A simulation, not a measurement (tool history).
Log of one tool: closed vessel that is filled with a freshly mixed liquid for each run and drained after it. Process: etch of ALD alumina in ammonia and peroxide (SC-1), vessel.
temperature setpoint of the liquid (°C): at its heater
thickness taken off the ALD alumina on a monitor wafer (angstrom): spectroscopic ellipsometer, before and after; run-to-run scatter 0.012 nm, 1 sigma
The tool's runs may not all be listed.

run,hour,temperature setpoint of the liquid (°C),parts of 29 % ammonia solution to one part of 30 % peroxide (parts by volume),time in the liquid (s),thickness taken off the ALD alumina on a monitor wafer (angstrom)
1,0.0,56.0,0.60,45,35.337
2,5.3,53.5,0.60,45,30.890
3,10.7,53.5,0.75,45,31.245
4,13.5,51.5,0.75,45,28.476
5,18.7,54.5,0.75,45,32.927
6,26.9,52.0,0.75,45,28.894
7,31.1,50.0,0.75,45,25.909

Forecast run 8:
8,36.0,48.5,0.75,45,?

{"run 8": {"thickness taken off the ALD alumina on a monitor wafer (angstrom)": 23.936}}
